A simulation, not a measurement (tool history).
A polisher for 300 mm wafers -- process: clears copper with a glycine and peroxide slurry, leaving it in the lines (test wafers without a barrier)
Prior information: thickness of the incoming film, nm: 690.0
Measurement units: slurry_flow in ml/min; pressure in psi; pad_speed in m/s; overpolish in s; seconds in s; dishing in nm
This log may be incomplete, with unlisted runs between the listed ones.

run  hour  slurry_flow  pressure  pad_speed  overpolish  seconds  dishing
  1   0.0          245       3.1       1.18          30   94.644  104.100
  2   2.1          245       2.9       1.18          30  103.570   99.618
  3   6.0          245       2.9       1.28          30   95.681  104.650
  4   9.4          245       2.8       1.28          30   99.229  100.910
  5  17.6          245       2.7       1.28          30  102.460   97.724
  6  23.1          190       2.7       1.28          30  104.810   96.605
  7  25.9          190       2.6       1.28          30  106.780   93.168

What does the tool deliver on the next run?
  8  31.5          190       2.5       1.28          30        ?        ?

seconds: 112.130 s
dishing: 91.339 nm
